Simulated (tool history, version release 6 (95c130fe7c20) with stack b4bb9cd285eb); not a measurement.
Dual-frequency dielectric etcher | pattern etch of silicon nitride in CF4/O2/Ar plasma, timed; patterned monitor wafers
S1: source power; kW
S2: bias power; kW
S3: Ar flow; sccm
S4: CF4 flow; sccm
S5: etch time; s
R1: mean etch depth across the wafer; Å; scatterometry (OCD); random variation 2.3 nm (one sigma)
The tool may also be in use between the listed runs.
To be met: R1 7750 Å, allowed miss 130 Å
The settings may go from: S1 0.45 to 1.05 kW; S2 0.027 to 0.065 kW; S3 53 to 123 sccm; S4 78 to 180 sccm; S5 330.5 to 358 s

| run | hour | S1 | S2 | S3 | S4 | S5 | R1 |
|---|---|---|---|---|---|---|---|
| 1 | 0 | 0.75 | 0.046 | 88 | 129 | 358 | 9136.5 |
| 2 | 8.3 | 0.75 | 0.046 | 88 | 142 | 358 | 9175.8 |
| 3 | 15.7 | 0.75 | 0.046 | 88 | 128 | 358 | 9128.7 |
| 4 | 22 | 0.73 | 0.046 | 88 | 128 | 358 | 8880.8 |
| 5 | 26.6 | 0.73 | 0.046 | 96 | 128 | 358 | 8816.8 |
| 6 | 28 | 0.72 | 0.046 | 96 | 128 | 358 | 8764.4 |
| 7 | 32.4 | 0.71 | 0.046 | 96 | 128 | 358 | 8655.3 |
| 8 | 38.9 | 0.7 | 0.046 | 96 | 128 | 358 | 8539.1 |
| 9 | 39.6 | 0.69 | 0.046 | 96 | 128 | 358 | 8430.3 |
| 10 | 46.4 | 0.68 | 0.046 | 96 | 128 | 358 | 8352.9 |
| 11 | 55.5 | 0.67 | 0.046 | 96 | 128 | 358 | 8275.9 |
| 12 | 62.7 | 0.66 | 0.046 | 96 | 128 | 358 | 8155 |
| 13 | 64.4 | 0.65 | 0.046 | 96 | 128 | 358 | 8062.2 |

5 next moves are on the table. One of them brings every result within its allowed miss. Which?
| A | 66.1 | 0.59 | 0.043 | 89 | 151 | 358 | ? |
| B | 66.1 | 0.59 | 0.056 | 94 | 131 | 345.5 | ? |
| C | 66.1 | 0.6 | 0.043 | 91 | 113 | 358 | ? |
| D | 66.1 | 0.63 | 0.048 | 122 | 112 | 351 | ? |
| E | 66.1 | 0.7 | 0.052 | 98 | 130 | 333.5 | ? |

| move | R1 |
|---|---|
| A | 7457.4 |
| B | 7717.4 |
| C | 7371.2 |
| D | 7494.5 |
| E | 8270.5 |
A: takes the result that was furthest off past its target
B: meets every target
C: takes the result that was furthest off past its target
D: takes the result that was furthest off past its target
E: further off than the last run
Move B is the one to make.
